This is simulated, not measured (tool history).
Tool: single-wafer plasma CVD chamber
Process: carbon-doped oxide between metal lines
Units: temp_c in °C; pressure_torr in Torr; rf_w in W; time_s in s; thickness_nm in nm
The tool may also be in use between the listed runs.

run 1 hour=0.0 | temp_c=350 pressure_torr=5.22 rf_w=570 time_s=20.7 | thickness_nm=116.14
run 2 hour=8.0 | temp_c=350 pressure_torr=5.22 rf_w=530 time_s=20.7 | thickness_nm=107.94
run 3 hour=10.6 | temp_c=348 pressure_torr=5.39 rf_w=545 time_s=20.7 | thickness_nm=112.06
run 4 hour=11.4 | temp_c=348 pressure_torr=5.39 rf_w=545 time_s=20.7 | thickness_nm=112.09
run 5 hour=17.7 | temp_c=347 pressure_torr=5.53 rf_w=560 time_s=20.7 | thickness_nm=116.15
run 6 hour=24.0 | temp_c=347 pressure_torr=5.88 rf_w=560 time_s=20.7 | thickness_nm=116.67
run 7 hour=28.0 | temp_c=346 pressure_torr=6.02 rf_w=570 time_s=20.7 | thickness_nm=118.24
run 8 hour=29.1 | temp_c=346 pressure_torr=6.02 rf_w=570 time_s=20.7 | thickness_nm=118.84
run 9 hour=35.4 | temp_c=345 pressure_torr=6.13 rf_w=580 time_s=20.7 | thickness_nm=122.25

Forecast run 10:
run 10 hour=38.5 | temp_c=343 pressure_torr=6.25 rf_w=585 time_s=20.7 | thickness_nm=?

{"run 10": {"thickness_nm": 123.81}}
